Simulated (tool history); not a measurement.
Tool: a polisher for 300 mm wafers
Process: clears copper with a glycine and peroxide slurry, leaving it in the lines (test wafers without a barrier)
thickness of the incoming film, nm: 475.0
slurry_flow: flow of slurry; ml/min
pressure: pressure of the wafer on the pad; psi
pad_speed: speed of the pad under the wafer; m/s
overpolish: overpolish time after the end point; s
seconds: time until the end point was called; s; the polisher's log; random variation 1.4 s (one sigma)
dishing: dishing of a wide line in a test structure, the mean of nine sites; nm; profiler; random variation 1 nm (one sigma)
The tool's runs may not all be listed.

run	hour	slurry_flow	pressure	pad_speed	overpolish	seconds	dishing
1	0.0	310	1.8	0.90	26	114.16	61.963
2	7.4	310	1.9	0.90	26	111.83	62.242
3	15.5	310	2.0	0.90	26	105.71	66.345
4	20.8	310	2.1	0.90	26	100.72	68.667
5	28.1	280	2.1	0.90	26	101.00	65.793
6	33.1	280	2.1	0.78	26	110.89	61.011
7	39.5	285	2.2	0.78	26	111.03	63.377
8	43.6	290	2.3	0.80	26	105.15	66.307

Run 9 comes next. What will it give?
9	45.1	295	2.3	0.82	26	?	?

{"run 9": {"seconds": 102.54, "dishing": 66.013}}

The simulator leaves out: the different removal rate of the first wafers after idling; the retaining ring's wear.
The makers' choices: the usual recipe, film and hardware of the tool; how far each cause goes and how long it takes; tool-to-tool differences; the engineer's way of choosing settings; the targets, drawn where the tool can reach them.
